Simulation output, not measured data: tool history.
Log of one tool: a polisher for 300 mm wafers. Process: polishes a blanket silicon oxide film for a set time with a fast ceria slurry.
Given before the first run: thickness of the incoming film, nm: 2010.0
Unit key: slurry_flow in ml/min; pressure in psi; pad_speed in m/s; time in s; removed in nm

run,day,slurry_flow,pressure,pad_speed,time,removed
1,0.000,135,2.3,0.90,23,317.86
2,0.062,110,2.3,0.90,23,309.39
3,0.204,115,2.6,0.90,23,343.67
4,0.396,115,2.6,0.90,21,319.83
5,0.646,115,2.6,1.08,21,374.81
6,0.800,115,2.6,1.08,23,417.03
7,1.004,125,2.7,1.08,23,433.73
8,1.308,135,2.8,1.08,23,464.82
9,1.488,140,2.8,1.08,23,462.13

Estimate the outcome of run 10 from the log above:
10,1.567,145,2.8,1.08,23,?

removed: 464.04 nm
